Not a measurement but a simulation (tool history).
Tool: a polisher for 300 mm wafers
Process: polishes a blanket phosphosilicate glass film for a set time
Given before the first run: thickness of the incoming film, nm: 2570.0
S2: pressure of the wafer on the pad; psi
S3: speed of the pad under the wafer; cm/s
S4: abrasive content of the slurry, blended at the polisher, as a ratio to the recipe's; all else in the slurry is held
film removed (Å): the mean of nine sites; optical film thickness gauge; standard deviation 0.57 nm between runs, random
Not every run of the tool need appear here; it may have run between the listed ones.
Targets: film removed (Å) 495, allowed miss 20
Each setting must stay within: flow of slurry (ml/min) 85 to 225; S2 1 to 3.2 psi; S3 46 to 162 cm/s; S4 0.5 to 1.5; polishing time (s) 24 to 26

Run 1, day 0: flow of slurry (ml/min) 145, S2 2.1 psi, S3 104 cm/s, S4 1, polishing time (s) 26. Result: film removed (Å) 1355.5.
Run 2, day 0.312: flow of slurry (ml/min) 145, S2 1.9 psi, S3 96 cm/s, S4 1, polishing time (s) 26. Result: film removed (Å) 1156.9.
Run 3, day 0.412: flow of slurry (ml/min) 145, S2 1.9 psi, S3 96 cm/s, S4 1.1, polishing time (s) 26. Result: film removed (Å) 1190.2.
Run 4, day 0.55: flow of slurry (ml/min) 145, S2 1.8 psi, S3 88 cm/s, S4 1.1, polishing time (s) 26. Result: film removed (Å) 1094.1.
Run 5, day 0.6: flow of slurry (ml/min) 145, S2 1.8 psi, S3 88 cm/s, S4 0.9, polishing time (s) 26. Result: film removed (Å) 1009.7.
Run 6, day 0.821: flow of slurry (ml/min) 145, S2 1.8 psi, S3 88 cm/s, S4 0.9, polishing time (s) 26. Result: film removed (Å) 1029.3.
Run 7, day 1.088: flow of slurry (ml/min) 145, S2 1.7 psi, S3 82 cm/s, S4 0.9, polishing time (s) 26. Result: film removed (Å) 941.24.
Run 8, day 1.171: flow of slurry (ml/min) 145, S2 1.6 psi, S3 76 cm/s, S4 0.9, polishing time (s) 26. Result: film removed (Å) 825.8.
Run 9, day 1.229: flow of slurry (ml/min) 145, S2 1.5 psi, S3 72 cm/s, S4 0.9, polishing time (s) 26. Result: film removed (Å) 764.21.
Run 10, day 1.354: flow of slurry (ml/min) 145, S2 1.4 psi, S3 70 cm/s, S4 0.9, polishing time (s) 26. Result: film removed (Å) 729.06.
Run 11, day 1.704: flow of slurry (ml/min) 145, S2 1.3 psi, S3 66 cm/s, S4 0.9, polishing time (s) 26. Result: film removed (Å) 665.48.
Run 12, day 2.025: flow of slurry (ml/min) 145, S2 1.3 psi, S3 64 cm/s, S4 0.9, polishing time (s) 26. Result: film removed (Å) 640.89.
Run 13, day 2.2: flow of slurry (ml/min) 135, S2 1 psi, S3 50 cm/s, S4 0.9, polishing time (s) 26. Result: film removed (Å) 451.01.
Run 14, day 2.358: flow of slurry (ml/min) 140, S2 1 psi, S3 50 cm/s, S4 0.9, polishing time (s) 26. Result: film removed (Å) 441.
Run 15, day 2.546: flow of slurry (ml/min) 145, S2 1 psi, S3 50 cm/s, S4 0.9, polishing time (s) 26. Result: film removed (Å) 448.54.

5 candidate next runs follow, results not yet known. Just one meets every target within its allowed miss. Identify it.
Run A, day 2.733: flow of slurry (ml/min) 140, S2 1 psi, S3 54 cm/s, S4 0.9, polishing time (s) 24. Result: film removed (Å) ?.
Run B, day 2.733: flow of slurry (ml/min) 140, S2 1.7 psi, S3 46 cm/s, S4 0.7, polishing time (s) 24. Result: film removed (Å) ?.
Run C, day 2.733: flow of slurry (ml/min) 150, S2 1 psi, S3 46 cm/s, S4 1.15, polishing time (s) 24. Result: film removed (Å) ?.
Run D, day 2.733: flow of slurry (ml/min) 130, S2 1 psi, S3 48 cm/s, S4 0.85, polishing time (s) 24. Result: film removed (Å) ?.
Run E, day 2.733: flow of slurry (ml/min) 115, S2 1 psi, S3 50 cm/s, S4 1.25, polishing time (s) 24. Result: film removed (Å) ?.

move  film removed (Å)
   A            436.72
   B            497.53
   C            420.97
   D            385.53
   E            437.05
A: lands further from the targets than the last run did
B: each result inside its tolerance
C: lands further from the targets than the last run did
D: lands further from the targets than the last run did
E: lands further from the targets than the last run did
Move B is the one to make.
